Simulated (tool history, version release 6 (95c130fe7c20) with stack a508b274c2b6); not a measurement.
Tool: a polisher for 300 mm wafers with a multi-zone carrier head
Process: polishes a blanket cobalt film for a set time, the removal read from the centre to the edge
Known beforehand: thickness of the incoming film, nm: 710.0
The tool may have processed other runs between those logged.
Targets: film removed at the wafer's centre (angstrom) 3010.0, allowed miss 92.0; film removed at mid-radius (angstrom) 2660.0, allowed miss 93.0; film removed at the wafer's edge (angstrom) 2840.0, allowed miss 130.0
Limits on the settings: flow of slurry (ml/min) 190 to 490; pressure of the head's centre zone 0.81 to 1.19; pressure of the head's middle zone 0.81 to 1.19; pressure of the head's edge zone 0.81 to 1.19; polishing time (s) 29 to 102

run	hour	flow of slurry (ml/min)	pressure of the head's centre zone	pressure of the head's middle zone	pressure of the head's edge zone	polishing time (s)	film removed at the wafer's centre (angstrom)	film removed at mid-radius (angstrom)	film removed at the wafer's edge (angstrom)
1	0.0	315	1.00	1.00	1.00	65	2643.3	2583.9	2522.8
2	3.8	320	1.02	0.99	1.03	66	2690.6	2587.8	2614.2
3	6.5	395	1.02	0.99	1.03	66	2675.6	2686.2	2598.9
4	14.9	380	1.04	0.98	1.05	67	2789.1	2729.5	2660.8
5	20.4	380	1.04	0.98	1.05	82	3466.5	3274.3	3236.7
6	26.1	380	1.04	0.98	1.12	82	3456.3	3241.0	3311.8
7	32.3	380	1.04	0.95	1.09	80	3376.2	3098.4	3253.0
8	34.9	370	1.04	0.94	1.07	78	3294.9	3049.2	3096.3
9	39.0	365	1.01	0.84	1.06	72	2957.5	2498.4	2846.5
10	44.3	370	1.01	0.85	1.06	72	2935.5	2494.6	2863.2

Pick the move, out of 4, that brings all results within their allowed miss; only one does.
A	49.6	350	1.02	0.88	1.03	73	?	?	?
B	49.6	445	1.19	0.87	1.06	66	?	?	?
C	49.6	365	0.93	0.88	1.11	73	?	?	?
D	49.6	360	1.06	0.81	1.10	70	?	?	?

move	film removed at the wafer's centre (angstrom)	film removed at mid-radius (angstrom)	film removed at the wafer's edge (angstrom)
A	2977.4	2619.0	2854.8
B	3015.4	2381.7	2650.5
C	2827.5	2627.2	2970.2
D	2927.8	2350.4	2835.6
A: each result inside its tolerance
B: lands further from the targets than the last run did
C: the worst result of the last run now meets its target, but another is out of spec
D: lands further from the targets than the last run did
A is the move that brings every result within its allowed miss.

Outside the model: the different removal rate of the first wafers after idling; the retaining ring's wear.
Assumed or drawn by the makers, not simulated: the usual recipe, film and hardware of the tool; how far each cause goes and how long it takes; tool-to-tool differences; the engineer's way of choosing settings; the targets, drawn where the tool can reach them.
